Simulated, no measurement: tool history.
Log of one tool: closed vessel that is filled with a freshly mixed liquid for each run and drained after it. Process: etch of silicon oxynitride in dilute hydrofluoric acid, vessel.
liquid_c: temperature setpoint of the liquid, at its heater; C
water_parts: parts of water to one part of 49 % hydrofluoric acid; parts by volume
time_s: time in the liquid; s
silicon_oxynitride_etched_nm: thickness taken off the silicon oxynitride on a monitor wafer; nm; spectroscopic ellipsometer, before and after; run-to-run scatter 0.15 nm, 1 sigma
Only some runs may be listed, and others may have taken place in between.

| run | hour | liquid_c | water_parts | time_s | silicon_oxynitride_etched_nm |
|---|---|---|---|---|---|
| 1 | 0 | 25 | 270 | 2880 | 41.938 |
| 2 | 2.7 | 24 | 270 | 2880 | 40.73 |
| 3 | 4.9 | 23 | 270 | 2880 | 38.977 |
| 4 | 12.6 | 23 | 195 | 2880 | 56.698 |
| 5 | 20 | 23 | 160 | 2880 | 71.083 |
| 6 | 28.4 | 21.5 | 180 | 2880 | 57.959 |
| 7 | 37.6 | 20.5 | 195 | 2880 | 50.574 |
| 8 | 39.9 | 20.5 | 195 | 2880 | 50.956 |
| 9 | 42.5 | 20 | 205 | 2880 | 46.674 |

Run 10, settings as shown, results not yet in. Your forecast:
| 10 | 47.9 | 19.5 | 210 | 2880 | ? |

silicon_oxynitride_etched_nm: 44.228 nm

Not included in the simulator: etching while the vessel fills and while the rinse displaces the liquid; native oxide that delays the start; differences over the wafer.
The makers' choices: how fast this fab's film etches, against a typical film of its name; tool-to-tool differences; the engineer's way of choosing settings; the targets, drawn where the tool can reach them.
